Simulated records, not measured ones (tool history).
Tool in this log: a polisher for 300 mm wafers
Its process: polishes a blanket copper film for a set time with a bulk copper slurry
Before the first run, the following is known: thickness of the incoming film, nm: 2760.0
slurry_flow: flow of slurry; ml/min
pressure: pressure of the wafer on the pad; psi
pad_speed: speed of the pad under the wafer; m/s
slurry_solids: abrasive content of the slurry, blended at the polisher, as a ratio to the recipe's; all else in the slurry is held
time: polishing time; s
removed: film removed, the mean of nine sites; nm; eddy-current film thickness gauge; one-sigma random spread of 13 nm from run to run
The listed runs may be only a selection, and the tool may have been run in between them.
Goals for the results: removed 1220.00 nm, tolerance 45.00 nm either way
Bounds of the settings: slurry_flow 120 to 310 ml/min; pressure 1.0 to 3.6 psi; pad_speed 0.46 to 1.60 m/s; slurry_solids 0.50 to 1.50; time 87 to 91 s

run	day	slurry_flow	pressure	pad_speed	slurry_solids	time	removed
1	0.000	200	2.3	1.02	1.00	87	786.36
2	0.292	200	2.4	1.02	1.00	87	780.52
3	0.362	200	2.4	1.02	1.10	87	814.08
4	0.683	200	2.4	1.02	1.10	91	850.59
5	0.738	200	2.0	1.02	1.10	91	754.15
6	0.862	200	2.2	1.02	1.10	91	797.15
7	0.954	200	2.4	1.02	1.10	91	848.09
8	1.321	200	2.6	1.02	1.10	91	901.98
9	1.604	200	2.7	1.02	1.10	91	934.82
10	1.917	200	2.8	1.02	1.10	91	932.93
11	2.142	200	2.9	1.04	1.10	91	984.59

Exactly one of the 5 candidate moves below puts every result within its allowed miss. Which one?
A	2.367	190	3.2	1.08	1.10	91	?
B	2.367	275	3.2	1.20	1.20	87	?
C	2.367	155	2.7	1.02	1.20	87	?
D	2.367	200	2.9	1.14	1.10	90	?
E	2.367	190	3.0	1.12	1.15	91	?

move	removed
A	1077.50
B	1210.10
C	851.08
D	1056.70
E	1074.70
A: better than the last run, though not everything is in spec
B: every result lands within tolerance
C: the biggest miss grows against the last run
D: better than the last run, though not everything is in spec
E: better than the last run, though not everything is in spec
The move that meets every target is B.

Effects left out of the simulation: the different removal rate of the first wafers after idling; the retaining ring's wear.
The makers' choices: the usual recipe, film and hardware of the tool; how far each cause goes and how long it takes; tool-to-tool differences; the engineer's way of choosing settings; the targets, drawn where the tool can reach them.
